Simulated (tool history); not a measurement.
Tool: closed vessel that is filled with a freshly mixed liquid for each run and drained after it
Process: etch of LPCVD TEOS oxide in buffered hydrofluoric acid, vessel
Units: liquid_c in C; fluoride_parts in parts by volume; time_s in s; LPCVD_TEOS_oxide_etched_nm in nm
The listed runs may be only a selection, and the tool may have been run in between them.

run	day	liquid_c	fluoride_parts	time_s	LPCVD_TEOS_oxide_etched_nm
1	0	24	23	90	192.29
2	0.338	26	23	90	215.57
3	0.479	26	23	100	240.99
4	0.75	28.5	23	100	274.21
5	0.946	31	23	100	313
6	1.075	31	19.5	100	354.18
7	1.258	28.5	21	100	292.94
8	1.492	26.5	22	100	254.38
9	1.675	24.5	23	100	223.3
10	2.017	23	23.5	100	199.74
11	2.146	22	23.5	100	189.95

Predict the results of run 12:
12	2.308	21	23.5	100	?

LPCVD_TEOS_oxide_etched_nm: 179.06 nm
